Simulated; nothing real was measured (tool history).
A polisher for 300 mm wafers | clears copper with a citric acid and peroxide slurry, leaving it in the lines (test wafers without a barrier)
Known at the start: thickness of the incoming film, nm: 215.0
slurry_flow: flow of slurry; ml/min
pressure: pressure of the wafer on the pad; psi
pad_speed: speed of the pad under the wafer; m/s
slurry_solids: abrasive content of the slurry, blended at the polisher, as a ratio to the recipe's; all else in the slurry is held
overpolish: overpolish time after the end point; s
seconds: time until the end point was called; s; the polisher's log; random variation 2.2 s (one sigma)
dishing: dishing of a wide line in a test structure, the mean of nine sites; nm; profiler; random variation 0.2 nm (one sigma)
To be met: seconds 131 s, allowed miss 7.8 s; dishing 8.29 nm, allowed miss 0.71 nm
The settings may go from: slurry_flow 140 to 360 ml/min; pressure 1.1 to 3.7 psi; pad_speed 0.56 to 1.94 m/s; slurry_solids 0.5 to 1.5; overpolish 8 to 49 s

run 1 hour=0 | slurry_flow=230 pressure=2.4 pad_speed=1.24 slurry_solids=1 overpolish=25 | seconds=118.57 dishing=26.878
run 2 hour=1.1 | slurry_flow=230 pressure=2.1 pad_speed=1.32 slurry_solids=1 overpolish=21 | seconds=129.02 dishing=20.242
run 3 hour=8.7 | slurry_flow=220 pressure=1.9 pad_speed=1.46 slurry_solids=0.95 overpolish=18 | seconds=130.42 dishing=17.85
run 4 hour=12.6 | slurry_flow=220 pressure=1.9 pad_speed=1.46 slurry_solids=0.95 overpolish=10 | seconds=132.08 dishing=10.333
run 5 hour=13.3 | slurry_flow=230 pressure=1.9 pad_speed=1.42 slurry_solids=1 overpolish=10 | seconds=129.47 dishing=10.15
run 6 hour=20.3 | slurry_flow=235 pressure=1.9 pad_speed=1.42 slurry_solids=1.05 overpolish=10 | seconds=128.42 dishing=10.293
run 7 hour=22.2 | slurry_flow=245 pressure=1.9 pad_speed=1.42 slurry_solids=1.1 overpolish=10 | seconds=121.63 dishing=11.119
run 8 hour=27.5 | slurry_flow=245 pressure=1.9 pad_speed=1.38 slurry_solids=1.15 overpolish=10 | seconds=128.39 dishing=10.392
run 9 hour=28.8 | slurry_flow=245 pressure=1.9 pad_speed=1.38 slurry_solids=1.15 overpolish=10 | seconds=123.1 dishing=10.61
-- hour=36.3 head pressure recalibrated
run 10 hour=36.3 | slurry_flow=245 pressure=1.8 pad_speed=1.36 slurry_solids=1.2 overpolish=10 | seconds=120.84 dishing=11.118
run 11 hour=41.8 | slurry_flow=270 pressure=1.8 pad_speed=1.34 slurry_solids=1.2 overpolish=10 | seconds=120.9 dishing=11.295
run 12 hour=45.8 | slurry_flow=245 pressure=1.8 pad_speed=1.34 slurry_solids=1.2 overpolish=10 | seconds=120.11 dishing=10.562
run 13 hour=50.2 | slurry_flow=240 pressure=1.7 pad_speed=1.32 slurry_solids=1.2 overpolish=10 | seconds=128.35 dishing=10.134
run 14 hour=57.8 | slurry_flow=305 pressure=1.5 pad_speed=1.3 slurry_solids=1.15 overpolish=8 | seconds=146.03 dishing=7.253

5 next moves are on the table. One of them brings every result within its allowed miss. Which?
run A hour=65.4 | slurry_flow=280 pressure=1.3 pad_speed=1.66 slurry_solids=1.2 overpolish=8 | seconds=? dishing=?
run B hour=65.4 | slurry_flow=315 pressure=1.3 pad_speed=1.36 slurry_solids=0.95 overpolish=10 | seconds=? dishing=?
run C hour=65.4 | slurry_flow=250 pressure=1.4 pad_speed=1.28 slurry_solids=1.15 overpolish=8 | seconds=? dishing=?
run D hour=65.4 | slurry_flow=310 pressure=1.5 pad_speed=1.24 slurry_solids=1.1 overpolish=8 | seconds=? dishing=?
run E hour=65.4 | slurry_flow=255 pressure=1.2 pad_speed=1.36 slurry_solids=1.05 overpolish=13 | seconds=? dishing=?

move=A seconds=132.14 dishing=7.8884
move=B seconds=168.72 dishing=7.7322
move=C seconds=161.82 dishing=6.5087
move=D seconds=154.64 dishing=6.8079
move=E seconds=180.84 dishing=9.2663
A: meets every target
B: further off than the last run
C: further off than the last run
D: further off than the last run
E: further off than the last run
The right move is A.
